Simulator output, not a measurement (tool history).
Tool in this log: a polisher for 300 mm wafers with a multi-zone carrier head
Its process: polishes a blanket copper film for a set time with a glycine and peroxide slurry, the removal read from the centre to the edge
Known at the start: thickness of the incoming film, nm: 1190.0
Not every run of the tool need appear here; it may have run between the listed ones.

| run | hour | flow of slurry (ml/min) | pressure of the head's centre zone | pressure of the head's middle zone | pressure of the head's edge zone | polishing time (s) | film removed at the wafer's centre (angstrom) | film removed at mid-radius (angstrom) | film removed at the wafer's edge (angstrom) |
|---|---|---|---|---|---|---|---|---|---|
| 1 | 0.0 | 140 | 1.00 | 1.00 | 1.00 | 55 | 2440.1 | 2588.3 | 2550.2 |
| 2 | 6.5 | 145 | 0.99 | 1.03 | 1.03 | 57 | 2571.2 | 2733.9 | 2717.4 |
| 3 | 12.9 | 145 | 0.99 | 1.03 | 1.10 | 57 | 2602.4 | 2708.1 | 2687.9 |
| 4 | 16.7 | 150 | 0.97 | 1.05 | 1.09 | 59 | 2660.7 | 2834.4 | 2857.9 |
| 5 | 25.7 | 150 | 1.00 | 1.05 | 1.09 | 59 | 2671.0 | 2858.4 | 2855.3 |
| 6 | 27.5 | 160 | 1.01 | 1.08 | 1.08 | 60 | 2780.8 | 3028.2 | 2923.2 |
| 7 | 32.8 | 165 | 1.00 | 1.10 | 1.08 | 61 | 2830.1 | 3133.8 | 2936.3 |
| 8 | 34.4 | 165 | 0.98 | 1.11 | 1.08 | 63 | 2899.7 | 3263.8 | 2999.1 |
| 9 | 37.5 | 160 | 0.94 | 1.12 | 1.10 | 65 | 2844.5 | 3323.9 | 3180.7 |

Run 10 has not been measured yet. What should we expect?
| 10 | 38.9 | 165 | 0.93 | 1.13 | 1.10 | 66 | ? | ? | ? |

Run 10 came out at film removed at the wafer's centre (angstrom) 2878.7, film removed at mid-radius (angstrom) 3580.2, film removed at the wafer's edge (angstrom) 3266.2.
